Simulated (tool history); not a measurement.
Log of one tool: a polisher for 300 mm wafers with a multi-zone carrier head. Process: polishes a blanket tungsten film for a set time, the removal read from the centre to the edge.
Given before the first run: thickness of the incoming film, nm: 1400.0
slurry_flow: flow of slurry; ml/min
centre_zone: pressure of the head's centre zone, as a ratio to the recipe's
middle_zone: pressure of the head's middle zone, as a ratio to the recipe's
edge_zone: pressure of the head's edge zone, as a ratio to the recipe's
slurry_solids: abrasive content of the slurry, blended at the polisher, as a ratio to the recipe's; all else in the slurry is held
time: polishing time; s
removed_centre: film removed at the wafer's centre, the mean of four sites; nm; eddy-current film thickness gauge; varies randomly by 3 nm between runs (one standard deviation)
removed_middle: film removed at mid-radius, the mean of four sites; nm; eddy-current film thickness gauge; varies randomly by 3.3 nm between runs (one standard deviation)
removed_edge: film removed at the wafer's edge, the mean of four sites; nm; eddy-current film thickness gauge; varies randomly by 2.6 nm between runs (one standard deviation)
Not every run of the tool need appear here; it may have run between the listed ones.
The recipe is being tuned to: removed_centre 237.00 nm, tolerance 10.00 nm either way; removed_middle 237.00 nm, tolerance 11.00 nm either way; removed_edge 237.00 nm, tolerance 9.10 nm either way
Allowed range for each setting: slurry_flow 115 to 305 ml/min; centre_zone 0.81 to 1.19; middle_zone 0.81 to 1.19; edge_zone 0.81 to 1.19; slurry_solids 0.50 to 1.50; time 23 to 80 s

{"run": 1, "day": 0.0, "slurry_flow": 195, "centre_zone": 1.0, "middle_zone": 1.0, "edge_zone": 1.0, "slurry_solids": 1.0, "time": 51, "removed_centre": 173.92, "removed_middle": 181.25, "removed_edge": 175.79}
{"run": 2, "day": 0.333, "slurry_flow": 195, "centre_zone": 1.0, "middle_zone": 1.0, "edge_zone": 0.92, "slurry_solids": 1.0, "time": 51, "removed_centre": 173.21, "removed_middle": 173.88, "removed_edge": 165.91}
{"run": 3, "day": 0.671, "slurry_flow": 195, "centre_zone": 1.04, "middle_zone": 1.0, "edge_zone": 0.92, "slurry_solids": 1.0, "time": 51, "removed_centre": 181.97, "removed_middle": 177.55, "removed_edge": 167.75}
{"run": 4, "day": 0.783, "slurry_flow": 200, "centre_zone": 1.05, "middle_zone": 1.0, "edge_zone": 0.97, "slurry_solids": 1.1, "time": 52, "removed_centre": 192.08, "removed_middle": 184.17, "removed_edge": 182.87}
{"run": 5, "day": 0.817, "slurry_flow": 240, "centre_zone": 1.05, "middle_zone": 1.0, "edge_zone": 0.97, "slurry_solids": 1.1, "time": 52, "removed_centre": 191.9, "removed_middle": 186.09, "removed_edge": 183.88}
{"run": 6, "day": 1.158, "slurry_flow": 200, "centre_zone": 1.05, "middle_zone": 1.0, "edge_zone": 0.97, "slurry_solids": 1.1, "time": 52, "removed_centre": 190.08, "removed_middle": 179.47, "removed_edge": 180.37}
{"run": 7, "day": 1.475, "slurry_flow": 225, "centre_zone": 1.07, "middle_zone": 1.09, "edge_zone": 1.07, "slurry_solids": 1.35, "time": 58, "removed_centre": 226.16, "removed_middle": 228.71, "removed_edge": 217.8}
{"run": 8, "day": 1.696, "slurry_flow": 225, "centre_zone": 1.07, "middle_zone": 1.09, "edge_zone": 1.08, "slurry_solids": 1.4, "time": 58, "removed_centre": 224.01, "removed_middle": 231.31, "removed_edge": 217.83}
{"run": 9, "day": 2.033, "slurry_flow": 230, "centre_zone": 1.07, "middle_zone": 1.08, "edge_zone": 1.09, "slurry_solids": 1.4, "time": 58, "removed_centre": 223.66, "removed_middle": 230.21, "removed_edge": 221.35}
{"run": 10, "day": 2.067, "slurry_flow": 235, "centre_zone": 1.08, "middle_zone": 1.08, "edge_zone": 1.1, "slurry_solids": 1.4, "time": 58, "removed_centre": 226.73, "removed_middle": 225.45, "removed_edge": 221.83}
{"run": 11, "day": 2.183, "slurry_flow": 235, "centre_zone": 1.08, "middle_zone": 1.08, "edge_zone": 1.11, "slurry_solids": 1.4, "time": 58, "removed_centre": 221.59, "removed_middle": 226.13, "removed_edge": 222.83}

Exercise: of the 5 proposed moves below, exactly one satisfies all targets within the stated allowed misses. Which move is it?
{"run": "A", "day": 2.3, "slurry_flow": 245, "centre_zone": 0.97, "middle_zone": 1.09, "edge_zone": 1.19, "slurry_solids": 1.3, "time": 60, "removed_centre": "?", "removed_middle": "?", "removed_edge": "?"}
{"run": "B", "day": 2.3, "slurry_flow": 260, "centre_zone": 0.95, "middle_zone": 1.14, "edge_zone": 1.09, "slurry_solids": 1.4, "time": 62, "removed_centre": "?", "removed_middle": "?", "removed_edge": "?"}
{"run": "C", "day": 2.3, "slurry_flow": 245, "centre_zone": 0.96, "middle_zone": 1.19, "edge_zone": 1.1, "slurry_solids": 1.25, "time": 63, "removed_centre": "?", "removed_middle": "?", "removed_edge": "?"}
{"run": "D", "day": 2.3, "slurry_flow": 195, "centre_zone": 1.11, "middle_zone": 1.11, "edge_zone": 1.18, "slurry_solids": 1.35, "time": 61, "removed_centre": "?", "removed_middle": "?", "removed_edge": "?"}
{"run": "E", "day": 2.3, "slurry_flow": 230, "centre_zone": 1.03, "middle_zone": 1.14, "edge_zone": 1.04, "slurry_solids": 1.35, "time": 58, "removed_centre": "?", "removed_middle": "?", "removed_edge": "?"}

move=A removed_centre=211.49 removed_middle=239.21 removed_edge=237.87
move=B removed_centre=217.84 removed_middle=261.33 removed_edge=239.39
move=C removed_centre=218.55 removed_middle=269.26 removed_edge=238.85
move=D removed_centre=242.42 removed_middle=243.46 removed_edge=238.71
move=E removed_centre=217.27 removed_middle=240.45 removed_edge=216.24
A: meets the target for the result that was furthest off, but another lies outside its allowed miss
B: meets the target for the result that was furthest off, but another lies outside its allowed miss
C: meets the target for the result that was furthest off, but another lies outside its allowed miss
D: meets every target
E: its largest miss is bigger than the last run's
Go with D: it meets all targets.
